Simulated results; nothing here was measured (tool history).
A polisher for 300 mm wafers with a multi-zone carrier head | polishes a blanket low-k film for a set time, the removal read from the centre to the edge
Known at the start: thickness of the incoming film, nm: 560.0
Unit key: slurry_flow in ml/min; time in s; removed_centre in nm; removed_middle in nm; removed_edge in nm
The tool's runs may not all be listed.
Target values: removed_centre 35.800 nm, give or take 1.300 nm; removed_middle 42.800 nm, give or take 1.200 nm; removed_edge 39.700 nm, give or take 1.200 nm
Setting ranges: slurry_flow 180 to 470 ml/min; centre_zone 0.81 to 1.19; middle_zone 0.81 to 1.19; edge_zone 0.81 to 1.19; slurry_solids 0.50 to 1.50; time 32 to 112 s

run	hour	slurry_flow	centre_zone	middle_zone	edge_zone	slurry_solids	time	removed_centre	removed_middle	removed_edge
1	0.0	300	1.00	1.00	1.00	1.00	72	33.461	33.375	34.654
2	5.3	300	0.95	1.00	1.00	1.00	72	32.764	33.880	34.620
3	8.7	315	0.95	1.05	1.03	1.05	72	33.176	36.511	36.257
4	13.5	330	0.96	1.08	1.05	1.10	72	34.594	37.969	37.195
5	14.8	330	0.91	1.08	1.05	1.10	72	32.985	38.114	37.272
6	22.3	335	0.92	1.11	1.07	1.15	72	34.125	38.938	38.569
7	27.1	350	0.92	1.14	1.07	1.15	72	33.795	40.150	39.282
8	31.1	355	0.94	1.16	1.05	1.15	72	34.950	41.335	37.821

Which of these 4 next moves meets every target?
A	35.1	340	0.90	1.05	1.14	1.20	76	?	?	?
B	35.1	375	0.93	1.17	1.08	1.25	71	?	?	?
C	35.1	340	0.90	1.19	1.03	0.95	84	?	?	?
D	35.1	355	0.87	1.19	1.08	1.20	78	?	?	?

move	removed_centre	removed_middle	removed_edge
A	35.835	41.142	42.450
B	35.504	43.209	39.389
C	35.371	45.178	39.661
D	35.693	47.160	42.376
A: pushes the last run's worst result past its target
B: hits every target within its allowed miss
C: the worst result of the last run now meets its target, but another is out of spec
D: pushes the last run's worst result past its target
The move that meets every target is B.
